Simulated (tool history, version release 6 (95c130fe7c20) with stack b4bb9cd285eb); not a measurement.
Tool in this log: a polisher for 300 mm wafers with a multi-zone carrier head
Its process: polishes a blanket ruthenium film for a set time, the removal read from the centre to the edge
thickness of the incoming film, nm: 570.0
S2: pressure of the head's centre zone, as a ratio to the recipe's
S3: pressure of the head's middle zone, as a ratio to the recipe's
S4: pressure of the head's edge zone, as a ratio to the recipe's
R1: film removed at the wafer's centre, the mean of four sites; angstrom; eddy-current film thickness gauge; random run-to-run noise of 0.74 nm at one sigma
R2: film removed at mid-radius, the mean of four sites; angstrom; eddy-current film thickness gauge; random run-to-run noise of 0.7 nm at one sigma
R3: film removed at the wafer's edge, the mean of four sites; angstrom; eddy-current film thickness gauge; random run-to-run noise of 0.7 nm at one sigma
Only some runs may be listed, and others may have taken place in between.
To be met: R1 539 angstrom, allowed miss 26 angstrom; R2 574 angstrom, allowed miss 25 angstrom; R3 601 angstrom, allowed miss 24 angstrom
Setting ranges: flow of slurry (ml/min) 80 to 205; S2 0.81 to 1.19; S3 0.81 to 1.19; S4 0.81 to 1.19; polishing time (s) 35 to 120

Run 1, hour 0: flow of slurry (ml/min) 135, S2 1, S3 1, S4 1, polishing time (s) 77. Result: R1 725.54 angstrom, R2 733.74 angstrom, R3 715.06 angstrom.
Run 2, hour 8.5: flow of slurry (ml/min) 125, S2 0.96, S3 0.97, S4 0.98, polishing time (s) 74. Result: R1 650.66 angstrom, R2 670.83 angstrom, R3 691.19 angstrom.
Run 3, hour 17.3: flow of slurry (ml/min) 120, S2 0.95, S3 0.97, S4 0.96, polishing time (s) 71. Result: R1 608.43 angstrom, R2 637.91 angstrom, R3 648.56 angstrom.
Run 4, hour 20: flow of slurry (ml/min) 120, S2 0.95, S3 0.97, S4 0.96, polishing time (s) 87. Result: R1 759.65 angstrom, R2 781.92 angstrom, R3 816.96 angstrom.
Run 5, hour 28.9: flow of slurry (ml/min) 120, S2 0.94, S3 0.96, S4 0.95, polishing time (s) 80. Result: R1 687.57 angstrom, R2 714.11 angstrom, R3 724.91 angstrom.
Run 6, hour 33: flow of slurry (ml/min) 115, S2 0.92, S3 0.94, S4 0.93, polishing time (s) 77. Result: R1 631.61 angstrom, R2 675.99 angstrom, R3 683.4 angstrom.
Run 7, hour 37.5: flow of slurry (ml/min) 110, S2 0.91, S3 0.91, S4 0.92, polishing time (s) 75. Result: R1 603.7 angstrom, R2 641.73 angstrom, R3 664.8 angstrom.
Run 8, hour 40.6: flow of slurry (ml/min) 105, S2 0.9, S3 0.89, S4 0.91, polishing time (s) 74. Result: R1 584.81 angstrom, R2 615.98 angstrom, R3 652.56 angstrom.
Run 9, hour 45.6: flow of slurry (ml/min) 100, S2 0.9, S3 0.88, S4 0.89, polishing time (s) 73. Result: R1 567.02 angstrom, R2 605.39 angstrom, R3 633.73 angstrom.
Run 10, hour 49.7: flow of slurry (ml/min) 90, S2 0.9, S3 0.85, S4 0.85, polishing time (s) 70. Result: R1 531.54 angstrom, R2 538.32 angstrom, R3 603.51 angstrom.

5 next moves are on the table. One of them brings every result within its allowed miss. Which?
Run A, hour 53.8: flow of slurry (ml/min) 85, S2 0.88, S3 0.88, S4 0.81, polishing time (s) 66. Result: R1 ?, R2 ?, R3 ?.
Run B, hour 53.8: flow of slurry (ml/min) 175, S2 0.91, S3 0.97, S4 0.81, polishing time (s) 61. Result: R1 ?, R2 ?, R3 ?.
Run C, hour 53.8: flow of slurry (ml/min) 145, S2 0.97, S3 0.87, S4 0.81, polishing time (s) 68. Result: R1 ?, R2 ?, R3 ?.
Run D, hour 53.8: flow of slurry (ml/min) 125, S2 0.88, S3 0.91, S4 0.95, polishing time (s) 66. Result: R1 ?, R2 ?, R3 ?.
Run E, hour 53.8: flow of slurry (ml/min) 105, S2 0.81, S3 0.93, S4 0.94, polishing time (s) 68. Result: R1 ?, R2 ?, R3 ?.

move      R1      R2      R3
   A  502.66  505.69  545.76
   B  545.42  565.93  544.37
   C  629.15  561.23  596.33
   D  539.99  553.23  601.82
   E  496.02  564.96  605.82
A: misses by more than the last run did
B: puts the biggest miss on target and leaves a different result outside tolerance
C: puts the biggest miss on target and leaves a different result outside tolerance
D: every result within its allowed miss
E: puts the biggest miss on target and leaves a different result outside tolerance
Correct choice: D, which meets every target
